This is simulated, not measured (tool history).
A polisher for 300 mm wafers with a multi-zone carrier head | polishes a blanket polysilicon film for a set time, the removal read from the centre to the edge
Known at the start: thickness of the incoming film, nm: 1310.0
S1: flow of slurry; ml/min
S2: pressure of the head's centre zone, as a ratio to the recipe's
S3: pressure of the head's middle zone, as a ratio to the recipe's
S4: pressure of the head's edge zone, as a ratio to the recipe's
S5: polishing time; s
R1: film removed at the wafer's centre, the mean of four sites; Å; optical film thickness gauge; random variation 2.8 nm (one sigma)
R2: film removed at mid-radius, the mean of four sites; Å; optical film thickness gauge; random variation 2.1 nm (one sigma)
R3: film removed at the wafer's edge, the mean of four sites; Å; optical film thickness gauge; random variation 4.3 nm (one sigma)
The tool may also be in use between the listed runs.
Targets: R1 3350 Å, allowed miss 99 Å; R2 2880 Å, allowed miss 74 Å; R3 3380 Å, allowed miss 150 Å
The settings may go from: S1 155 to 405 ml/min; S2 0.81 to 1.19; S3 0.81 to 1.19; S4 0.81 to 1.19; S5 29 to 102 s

run  hour   S1    S2    S3    S4  S5      R1      R2      R3
  1     0  260     1     1     1  65  4916.6  4838.9  4930.2
  2     3  260  1.08     1     1  65  5164.5  4856.7  4828.9
  3  10.3  260  1.08  0.92     1  65  5234.4  4504.7  4822.5
  4  17.9  250  1.04  0.89  0.99  59  4553.1  3945.6  4392.8
  5  25.5  215  1.04  0.89  0.99  59  4539.4  3879.1  4386.8
  6  31.8  215  1.11  0.89  0.99  59  4831.5  3905.7  4246.9
  7  36.3  210  1.07  0.87  0.97  55  4341.9  3578.5  3878.8
  8  39.4  175  0.97  0.81  1.05  44  3009.5  2626.2  3231.8
  9  41.3  200  0.98  0.82  1.05  44  3179.7    2715  3294.5
 10  48.5  200  0.98  0.82  1.05  44    3144  2690.5  3238.2
 11  49.6  215  0.98  0.83  1.06  44  3196.4  2766.6  3312.3

5 next moves are on the table. One of them brings every result within its allowed miss. Which?
  A  50.7  160  1.05  0.89  1.14  45   ?   ?   ?
  B  50.7  275   1.1  0.91     1  42   ?   ?   ?
  C  50.7  195  0.94  0.81  1.07  44   ?   ?   ?
  D  50.7  235  0.95  0.82  1.06  45   ?   ?   ?
  E  50.7  200  0.96  0.81  1.06  49   ?   ?   ?

move      R1      R2      R3
   A  3351.8  2890.8  3458.9
   B  3465.8  2887.8    3137
   C  2994.1  2669.1  3325.7
   D  3154.5  2804.3  3428.1
   E    3415  2979.2  3692.8
A: meets every target
B: takes the result that was furthest off past its target
C: further off than the last run
D: further off than the last run
E: brings the result that was furthest off to its target, and leaves another outside
Answer: A
